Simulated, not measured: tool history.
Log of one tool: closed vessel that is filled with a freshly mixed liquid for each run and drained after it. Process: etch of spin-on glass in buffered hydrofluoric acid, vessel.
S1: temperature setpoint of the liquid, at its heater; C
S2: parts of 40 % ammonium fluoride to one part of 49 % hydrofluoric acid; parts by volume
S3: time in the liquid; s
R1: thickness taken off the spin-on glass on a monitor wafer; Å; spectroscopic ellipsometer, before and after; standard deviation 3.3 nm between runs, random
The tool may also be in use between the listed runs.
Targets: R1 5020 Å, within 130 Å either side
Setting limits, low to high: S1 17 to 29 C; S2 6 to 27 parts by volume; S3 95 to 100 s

Run 1, hour 0: S1 21 C, S2 16.5 parts by volume, S3 95 s. Result: R1 2151.2 Å.
Run 2, hour 2.2: S1 21 C, S2 21 parts by volume, S3 95 s. Result: R1 1728.3 Å.
Run 3, hour 8.3: S1 22 C, S2 19 parts by volume, S3 95 s. Result: R1 1969 Å.
Run 4, hour 13.5: S1 24 C, S2 19 parts by volume, S3 95 s. Result: R1 2190 Å.
Run 5, hour 20.6: S1 24 C, S2 19 parts by volume, S3 100 s. Result: R1 2311.5 Å.
Run 6, hour 26.4: S1 25 C, S2 17.5 parts by volume, S3 100 s. Result: R1 2662.8 Å.
Run 7, hour 32.8: S1 25.5 C, S2 16 parts by volume, S3 100 s. Result: R1 3010.3 Å.
Run 8, hour 38.1: S1 26 C, S2 15 parts by volume, S3 100 s. Result: R1 3282.7 Å.
Run 9, hour 40: S1 26 C, S2 15 parts by volume, S3 100 s. Result: R1 3245.4 Å.
Run 10, hour 41.2: S1 29 C, S2 10 parts by volume, S3 100 s. Result: R1 5726.7 Å.
Run 11, hour 46.9: S1 28.5 C, S2 10 parts by volume, S3 100 s. Result: R1 5613.1 Å.
Run 12, hour 55.2: S1 28 C, S2 10 parts by volume, S3 100 s. Result: R1 5368 Å.

Below are 5 possible settings for the next run. Only one of them brings all results inside the allowed miss of their targets. Which is it?
Run A, hour 63.5: S1 26.5 C, S2 10 parts by volume, S3 100 s. Result: R1 ?.
Run B, hour 63.5: S1 26.5 C, S2 8.5 parts by volume, S3 100 s. Result: R1 ?.
Run C, hour 63.5: S1 28 C, S2 9 parts by volume, S3 95 s. Result: R1 ?.
Run D, hour 63.5: S1 27.5 C, S2 8.5 parts by volume, S3 100 s. Result: R1 ?.
Run E, hour 63.5: S1 28 C, S2 8.5 parts by volume, S3 95 s. Result: R1 ?.

move      R1
   A  4976.5
   B  5657.4
   C  5472.2
   D  5967.9
   E  5822.2
A: all results in spec
B: moves away from the targets compared with the last run
C: moves away from the targets compared with the last run
D: moves away from the targets compared with the last run
E: moves away from the targets compared with the last run
Move A is the one to make.

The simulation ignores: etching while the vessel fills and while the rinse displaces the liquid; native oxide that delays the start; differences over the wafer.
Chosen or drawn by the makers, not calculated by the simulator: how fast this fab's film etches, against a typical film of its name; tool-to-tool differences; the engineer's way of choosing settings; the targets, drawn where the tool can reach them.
